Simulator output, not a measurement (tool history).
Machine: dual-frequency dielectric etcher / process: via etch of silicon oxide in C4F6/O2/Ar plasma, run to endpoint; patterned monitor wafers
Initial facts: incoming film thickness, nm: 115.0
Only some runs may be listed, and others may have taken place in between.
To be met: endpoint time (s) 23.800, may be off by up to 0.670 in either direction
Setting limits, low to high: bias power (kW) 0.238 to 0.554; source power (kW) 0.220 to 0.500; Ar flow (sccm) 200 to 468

run 1 hour=0.0 | bias_power_(kW)=0.396 source_power_(kW)=0.360 Ar_flow_(sccm)=334 | endpoint_time_(s)=28.262
run 2 hour=2.2 | bias_power_(kW)=0.396 source_power_(kW)=0.360 Ar_flow_(sccm)=394 | endpoint_time_(s)=28.585
run 3 hour=4.6 | bias_power_(kW)=0.409 source_power_(kW)=0.370 Ar_flow_(sccm)=393 | endpoint_time_(s)=28.089
run 4 hour=11.7 | bias_power_(kW)=0.409 source_power_(kW)=0.350 Ar_flow_(sccm)=393 | endpoint_time_(s)=28.571
run 5 hour=15.5 | bias_power_(kW)=0.409 source_power_(kW)=0.350 Ar_flow_(sccm)=429 | endpoint_time_(s)=28.761
run 6 hour=24.3 | bias_power_(kW)=0.409 source_power_(kW)=0.350 Ar_flow_(sccm)=369 | endpoint_time_(s)=28.864
run 7 hour=28.5 | bias_power_(kW)=0.417 source_power_(kW)=0.360 Ar_flow_(sccm)=369 | endpoint_time_(s)=27.906
run 8 hour=31.8 | bias_power_(kW)=0.428 source_power_(kW)=0.360 Ar_flow_(sccm)=368 | endpoint_time_(s)=27.640
run 9 hour=33.2 | bias_power_(kW)=0.438 source_power_(kW)=0.360 Ar_flow_(sccm)=367 | endpoint_time_(s)=27.391
run 10 hour=34.3 | bias_power_(kW)=0.438 source_power_(kW)=0.360 Ar_flow_(sccm)=367 | endpoint_time_(s)=27.832

Of the 4 settings listed for the next run, only one would bring every result within its allowed miss of target. Which one?
run A hour=35.4 | bias_power_(kW)=0.462 source_power_(kW)=0.490 Ar_flow_(sccm)=379 | endpoint_time_(s)=?
run B hour=35.4 | bias_power_(kW)=0.385 source_power_(kW)=0.340 Ar_flow_(sccm)=394 | endpoint_time_(s)=?
run C hour=35.4 | bias_power_(kW)=0.399 source_power_(kW)=0.260 Ar_flow_(sccm)=370 | endpoint_time_(s)=?
run D hour=35.4 | bias_power_(kW)=0.479 source_power_(kW)=0.440 Ar_flow_(sccm)=444 | endpoint_time_(s)=?

move=A endpoint_time_(s)=23.793
move=B endpoint_time_(s)=29.726
move=C endpoint_time_(s)=32.826
move=D endpoint_time_(s)=24.980
A: in spec on every target
B: moves away from the targets compared with the last run
C: moves away from the targets compared with the last run
D: nearer the targets than the last run, but a result is still out of spec
Answer: A

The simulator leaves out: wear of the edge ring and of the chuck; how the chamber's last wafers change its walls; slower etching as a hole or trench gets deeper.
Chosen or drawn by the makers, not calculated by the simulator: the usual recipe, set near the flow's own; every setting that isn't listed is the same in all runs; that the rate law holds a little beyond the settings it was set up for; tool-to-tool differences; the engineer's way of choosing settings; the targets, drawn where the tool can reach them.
